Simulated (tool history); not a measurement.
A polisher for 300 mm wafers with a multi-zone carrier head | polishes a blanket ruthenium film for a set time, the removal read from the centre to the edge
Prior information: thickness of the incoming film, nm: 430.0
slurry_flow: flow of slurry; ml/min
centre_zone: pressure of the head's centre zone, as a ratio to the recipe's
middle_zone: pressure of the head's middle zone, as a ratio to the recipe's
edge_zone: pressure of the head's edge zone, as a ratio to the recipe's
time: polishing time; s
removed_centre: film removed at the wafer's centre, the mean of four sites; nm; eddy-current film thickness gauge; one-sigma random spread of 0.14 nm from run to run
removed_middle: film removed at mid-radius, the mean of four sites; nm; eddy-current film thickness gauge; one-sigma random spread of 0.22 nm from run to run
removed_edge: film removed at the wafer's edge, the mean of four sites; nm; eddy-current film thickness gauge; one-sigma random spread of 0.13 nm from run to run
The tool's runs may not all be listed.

run  hour  slurry_flow  centre_zone  middle_zone  edge_zone  time  removed_centre  removed_middle  removed_edge
  1   0.0          130         1.00         1.00       1.00    39          36.753          36.613        37.894
  2   7.1          130         1.00         1.00       0.93    39          36.595          36.533        36.964
  3  13.1          120         0.97         1.01       0.91    34          30.154          31.061        31.197
  4  16.1          115         0.94         1.02       0.89    31          26.327          29.026        28.285
  5  25.1           90         0.94         1.02       0.89    31          23.890          26.568        26.601
  6  26.6           90         0.94         1.02       0.83    31          24.083          26.597        25.990
  7  33.5           90         0.92         1.02       0.83    29          22.092          25.309        24.081
  8  34.5           90         0.90         1.00       0.83    28          20.848          23.339        23.609

For run 9, what comes out?
  9  37.1           90         0.89         1.01       0.83    27               ?               ?             ?

{"run 9": {"removed_centre": 19.959, "removed_middle": 23.15, "removed_edge": 22.648}}

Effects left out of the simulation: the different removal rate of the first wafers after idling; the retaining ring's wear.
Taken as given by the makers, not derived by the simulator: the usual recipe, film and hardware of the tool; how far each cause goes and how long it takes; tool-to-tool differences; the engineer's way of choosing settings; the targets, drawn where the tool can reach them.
